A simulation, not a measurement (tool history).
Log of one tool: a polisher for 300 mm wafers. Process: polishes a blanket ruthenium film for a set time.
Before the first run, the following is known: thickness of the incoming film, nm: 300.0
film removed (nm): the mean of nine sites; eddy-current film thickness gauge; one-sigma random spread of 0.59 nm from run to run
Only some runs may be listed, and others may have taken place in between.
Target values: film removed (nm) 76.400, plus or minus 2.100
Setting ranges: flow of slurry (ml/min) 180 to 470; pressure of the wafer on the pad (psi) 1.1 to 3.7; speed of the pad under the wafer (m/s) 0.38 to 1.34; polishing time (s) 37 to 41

| run | hour | flow of slurry (ml/min) | pressure of the wafer on the pad (psi) | speed of the pad under the wafer (m/s) | polishing time (s) | film removed (nm) |
|---|---|---|---|---|---|---|
| 1 | 0.0 | 300 | 2.4 | 0.86 | 41 | 53.570 |
| 2 | 5.4 | 300 | 2.7 | 0.86 | 41 | 59.571 |
| 3 | 11.1 | 245 | 2.7 | 0.86 | 41 | 57.620 |
| 4 | 15.8 | 245 | 2.7 | 0.86 | 41 | 57.505 |
| 5 | 24.5 | 195 | 2.7 | 0.86 | 41 | 56.144 |
| 6 | 27.4 | 230 | 2.9 | 0.86 | 41 | 62.191 |
| 7 | 32.7 | 275 | 3.4 | 0.86 | 41 | 73.506 |
| 8 | 39.7 | 280 | 3.4 | 0.86 | 41 | 74.381 |
| 9 | 44.0 | 285 | 3.4 | 0.86 | 41 | 73.183 |

Of the 5 settings listed for the next run, only one would bring every result within its allowed miss of target. Which one?
| A | 48.3 | 260 | 3.6 | 0.96 | 37 | ? |
| B | 48.3 | 285 | 3.3 | 0.88 | 39 | ? |
| C | 48.3 | 255 | 3.7 | 0.72 | 41 | ? |
| D | 48.3 | 345 | 3.5 | 0.86 | 37 | ? |
| E | 48.3 | 180 | 3.5 | 0.78 | 41 | ? |

| move | film removed (nm) |
|---|---|
| A | 77.100 |
| B | 69.458 |
| C | 66.209 |
| D | 69.363 |
| E | 64.453 |
A: every result lands within tolerance
B: moves away from the targets compared with the last run
C: moves away from the targets compared with the last run
D: moves away from the targets compared with the last run
E: moves away from the targets compared with the last run
A is the move that brings every result within its allowed miss.
